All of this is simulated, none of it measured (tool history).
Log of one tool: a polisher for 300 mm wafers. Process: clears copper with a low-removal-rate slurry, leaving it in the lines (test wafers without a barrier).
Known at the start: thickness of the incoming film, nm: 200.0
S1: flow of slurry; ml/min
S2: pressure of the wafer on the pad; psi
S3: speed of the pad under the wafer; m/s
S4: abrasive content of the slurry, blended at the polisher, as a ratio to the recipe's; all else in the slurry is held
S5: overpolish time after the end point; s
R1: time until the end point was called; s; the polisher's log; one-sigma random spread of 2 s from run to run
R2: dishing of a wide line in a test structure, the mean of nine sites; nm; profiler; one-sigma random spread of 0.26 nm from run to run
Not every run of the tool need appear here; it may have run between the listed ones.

run,hour,S1,S2,S3,S4,S5,R1,R2
1,0,250,2,1.16,1,29,103.77,27.099
2,1.8,250,2,1.16,1,28,107.09,26.624
3,10.5,250,2,1.16,1,27,106.86,26.552
4,11.8,250,2,1.16,1,26,105.36,26.196
5,20.4,205,2,1.16,1,26,106.89,25.046
6,28.8,205,2,1.16,0.9,26,108.84,24.49

For run 7, what comes out?
7,30.2,205,2,1.16,0.9,25,?,?

For run 7 the tool returned R1 109.07 s, R2 24.103 nm.
